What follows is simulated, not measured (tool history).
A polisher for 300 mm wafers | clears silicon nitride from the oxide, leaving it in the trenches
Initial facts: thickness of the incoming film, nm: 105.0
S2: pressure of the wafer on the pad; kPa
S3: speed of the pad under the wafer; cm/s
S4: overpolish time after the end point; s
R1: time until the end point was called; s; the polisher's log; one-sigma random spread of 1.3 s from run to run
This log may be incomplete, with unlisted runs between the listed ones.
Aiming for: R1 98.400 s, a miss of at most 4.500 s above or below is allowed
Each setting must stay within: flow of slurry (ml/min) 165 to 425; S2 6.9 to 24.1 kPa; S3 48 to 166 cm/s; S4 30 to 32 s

{"run": 1, "hour": 0.0, "flow of slurry (ml/min)": 275, "S2": 15.2, "S3": 106, "S4": 30, "R1": 130.28}
{"run": 2, "hour": 5.7, "flow of slurry (ml/min)": 275, "S2": 15.2, "S3": 84, "S4": 30, "R1": 160.77}
{"run": 3, "hour": 9.0, "flow of slurry (ml/min)": 275, "S2": 15.2, "S3": 84, "S4": 30, "R1": 162.39}
{"run": 4, "hour": 13.9, "flow of slurry (ml/min)": 275, "S2": 15.2, "S3": 96, "S4": 30, "R1": 146.05}
{"run": 5, "hour": 17.8, "flow of slurry (ml/min)": 275, "S2": 15.9, "S3": 96, "S4": 30, "R1": 137.98}
{"run": 6, "hour": 24.2, "flow of slurry (ml/min)": 220, "S2": 15.9, "S3": 96, "S4": 30, "R1": 144.4}
{"run": 7, "hour": 30.1, "flow of slurry (ml/min)": 260, "S2": 20.0, "S3": 98, "S4": 30, "R1": 112.32}
{"run": 8, "hour": 36.2, "flow of slurry (ml/min)": 260, "S2": 20.7, "S3": 98, "S4": 30, "R1": 104.32}

Of the 5 settings listed for the next run, only one would bring every result within its allowed miss of target. Which one?
{"run": "A", "hour": 42.3, "flow of slurry (ml/min)": 275, "S2": 24.1, "S3": 104, "S4": 30, "R1": "?"}
{"run": "B", "hour": 42.3, "flow of slurry (ml/min)": 305, "S2": 24.1, "S3": 98, "S4": 32, "R1": "?"}
{"run": "C", "hour": 42.3, "flow of slurry (ml/min)": 180, "S2": 18.6, "S3": 122, "S4": 30, "R1": "?"}
{"run": "D", "hour": 42.3, "flow of slurry (ml/min)": 295, "S2": 22.8, "S3": 102, "S4": 32, "R1": "?"}
{"run": "E", "hour": 42.3, "flow of slurry (ml/min)": 210, "S2": 22.8, "S3": 86, "S4": 32, "R1": "?"}

move=A R1=85.333
move=B R1=89.448
move=C R1=99.907
move=D R1=91.454
move=E R1=112.380
A: moves the result that the last run missed by most past its target, out the other side
B: moves the result that the last run missed by most past its target, out the other side
C: every result within its allowed miss
D: moves the result that the last run missed by most past its target, out the other side
E: moves away from the targets compared with the last run
Correct choice: C, which meets every target

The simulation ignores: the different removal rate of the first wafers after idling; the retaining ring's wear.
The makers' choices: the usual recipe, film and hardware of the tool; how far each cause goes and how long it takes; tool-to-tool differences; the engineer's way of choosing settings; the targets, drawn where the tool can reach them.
